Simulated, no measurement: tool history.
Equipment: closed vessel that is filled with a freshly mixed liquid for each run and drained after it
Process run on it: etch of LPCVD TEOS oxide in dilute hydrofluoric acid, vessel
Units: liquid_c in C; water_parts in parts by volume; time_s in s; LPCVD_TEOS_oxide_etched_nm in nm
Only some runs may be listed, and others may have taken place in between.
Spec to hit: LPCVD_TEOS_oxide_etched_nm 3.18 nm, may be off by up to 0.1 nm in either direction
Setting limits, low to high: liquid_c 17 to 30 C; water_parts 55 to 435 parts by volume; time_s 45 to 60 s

Run 1, day 0: liquid_c 22 C, water_parts 245 parts by volume, time_s 60 s. Result: LPCVD_TEOS_oxide_etched_nm 5.7362 nm.
Run 2, day 0.071: liquid_c 22 C, water_parts 325 parts by volume, time_s 60 s. Result: LPCVD_TEOS_oxide_etched_nm 4.0328 nm.
Run 3, day 0.317: liquid_c 22 C, water_parts 355 parts by volume, time_s 60 s. Result: LPCVD_TEOS_oxide_etched_nm 3.555 nm.
Run 4, day 0.458: liquid_c 21.5 C, water_parts 355 parts by volume, time_s 60 s. Result: LPCVD_TEOS_oxide_etched_nm 3.5284 nm.
Run 5, day 0.642: liquid_c 21.5 C, water_parts 285 parts by volume, time_s 60 s. Result: LPCVD_TEOS_oxide_etched_nm 4.6451 nm.
Run 6, day 0.867: liquid_c 20.5 C, water_parts 295 parts by volume, time_s 60 s. Result: LPCVD_TEOS_oxide_etched_nm 4.3896 nm.
Run 7, day 1.217: liquid_c 20 C, water_parts 310 parts by volume, time_s 60 s. Result: LPCVD_TEOS_oxide_etched_nm 3.9855 nm.
Run 8, day 1.425: liquid_c 19.5 C, water_parts 315 parts by volume, time_s 60 s. Result: LPCVD_TEOS_oxide_etched_nm 3.8622 nm.
Run 9, day 1.812: liquid_c 19 C, water_parts 320 parts by volume, time_s 60 s. Result: LPCVD_TEOS_oxide_etched_nm 3.6784 nm.
Run 10, day 2.012: liquid_c 18.5 C, water_parts 325 parts by volume, time_s 60 s. Result: LPCVD_TEOS_oxide_etched_nm 3.621 nm.
Run 11, day 2.308: liquid_c 18 C, water_parts 330 parts by volume, time_s 60 s. Result: LPCVD_TEOS_oxide_etched_nm 3.4314 nm.
Run 12, day 2.517: liquid_c 18 C, water_parts 335 parts by volume, time_s 60 s. Result: LPCVD_TEOS_oxide_etched_nm 3.4084 nm.

Next run, 4 choices. One meets every target within its allowed miss, the rest don't. Which?
Run A, day 2.725: liquid_c 21.5 C, water_parts 360 parts by volume, time_s 60 s. Result: LPCVD_TEOS_oxide_etched_nm ?.
Run B, day 2.725: liquid_c 18.5 C, water_parts 260 parts by volume, time_s 45 s. Result: LPCVD_TEOS_oxide_etched_nm ?.
Run C, day 2.725: liquid_c 18.5 C, water_parts 335 parts by volume, time_s 60 s. Result: LPCVD_TEOS_oxide_etched_nm ?.
Run D, day 2.725: liquid_c 19 C, water_parts 290 parts by volume, time_s 45 s. Result: LPCVD_TEOS_oxide_etched_nm ?.

move  LPCVD_TEOS_oxide_etched_nm
   A                      3.4558
   B                      3.5162
   C                      3.4099
   D                      3.1279
A: lands further from the targets than the last run did
B: lands further from the targets than the last run did
C: as far off as the last run
D: in spec on every target
Correct choice: D, which meets every target
